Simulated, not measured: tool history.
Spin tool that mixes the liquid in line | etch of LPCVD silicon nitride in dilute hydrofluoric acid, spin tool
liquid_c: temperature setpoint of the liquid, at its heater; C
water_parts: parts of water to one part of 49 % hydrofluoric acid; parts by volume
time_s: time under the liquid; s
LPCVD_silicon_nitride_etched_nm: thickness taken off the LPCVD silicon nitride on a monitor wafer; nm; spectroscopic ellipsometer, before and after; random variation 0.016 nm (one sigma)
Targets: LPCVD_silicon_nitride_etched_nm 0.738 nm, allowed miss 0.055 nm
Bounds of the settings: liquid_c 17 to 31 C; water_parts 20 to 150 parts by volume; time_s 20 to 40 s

run,hour,liquid_c,water_parts,time_s,LPCVD_silicon_nitride_etched_nm
1,0,23,85,40,0.25777
2,5.7,20.5,85,40,0.20523
3,8,20.5,110,40,0.16759
4,14.1,18.5,110,40,0.14767
5,22.7,21,110,40,0.17092
6,26.3,21,110,40,0.17589
7,28.2,21,110,40,0.17784
8,31.6,23.5,90,40,0.2441
9,35.6,25.5,75,40,0.33791
10,40,27,65,40,0.44014
11,48.3,28,60,40,0.50004
12,56.6,28.5,55,40,0.55852
13,61.4,29,55,40,0.56915
14,68.9,29,55,40,0.59617
15,77.1,29.5,55,40,0.60811
16,82.4,30,55,40,0.60941

4 next moves are on the table. One of them brings every result within its allowed miss. Which?
A,87.7,31,50,40,?
B,87.7,27.5,45,40,?
C,87.7,29,25,20,?
D,87.7,28.5,50,40,?

move,LPCVD_silicon_nitride_etched_nm
A,0.72691
B,0.64254
C,0.62901
D,0.61848
A: meets every target
B: nearer than the last run, and not there yet
C: nearer than the last run, and not there yet
D: nearer than the last run, and not there yet
The right move is A.

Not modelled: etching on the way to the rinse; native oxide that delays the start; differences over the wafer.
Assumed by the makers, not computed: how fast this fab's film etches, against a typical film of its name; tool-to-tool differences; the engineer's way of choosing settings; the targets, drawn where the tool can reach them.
